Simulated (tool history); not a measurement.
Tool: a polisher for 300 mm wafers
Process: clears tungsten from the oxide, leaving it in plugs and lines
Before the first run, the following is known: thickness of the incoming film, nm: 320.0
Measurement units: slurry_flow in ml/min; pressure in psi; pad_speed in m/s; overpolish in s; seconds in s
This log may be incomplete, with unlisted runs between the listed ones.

run	hour	slurry_flow	pressure	pad_speed	slurry_solids	overpolish	seconds
1	0.0	150	4.1	1.16	1.0	8	48.995
2	5.1	150	3.9	1.16	1.0	8	52.244
3	13.9	150	4.6	1.16	1.0	8	45.980
4	18.8	150	4.3	1.14	1.0	8	48.147
5	26.0	150	4.1	1.12	1.0	8	50.485
6	28.4	150	4.1	1.12	1.1	8	50.574

Run 7 has not been measured yet. What should we expect?
7	35.9	150	3.9	1.10	1.1	8	?

{"run 7": {"seconds": 54.045}}
